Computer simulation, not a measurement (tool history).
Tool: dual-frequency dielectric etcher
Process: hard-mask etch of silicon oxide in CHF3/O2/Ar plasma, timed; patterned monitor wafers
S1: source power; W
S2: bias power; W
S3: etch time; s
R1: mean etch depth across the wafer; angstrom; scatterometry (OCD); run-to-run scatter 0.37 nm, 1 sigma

{"run": 1, "day": 0.0, "S1": 820, "S2": 181, "S3": 34.5, "R1": 736.98}
{"run": 2, "day": 0.133, "S1": 820, "S2": 197, "S3": 34.5, "R1": 764.11}
{"run": 3, "day": 0.354, "S1": 820, "S2": 211, "S3": 34.5, "R1": 771.41}
{"run": 4, "day": 0.379, "S1": 760, "S2": 208, "S3": 34.5, "R1": 744.12}
{"run": 5, "day": 0.729, "S1": 760, "S2": 208, "S3": 34.5, "R1": 756.31}
{"run": 6, "day": 0.904, "S1": 710, "S2": 203, "S3": 34.5, "R1": 723.04}
{"run": 7, "day": 1.204, "S1": 680, "S2": 202, "S3": 34.5, "R1": 709.51}

Run 8 comes next. What will it give?
{"run": 8, "day": 1.342, "S1": 660, "S2": 201, "S3": 34.5, "R1": "?"}

R1: 700.10 angstrom
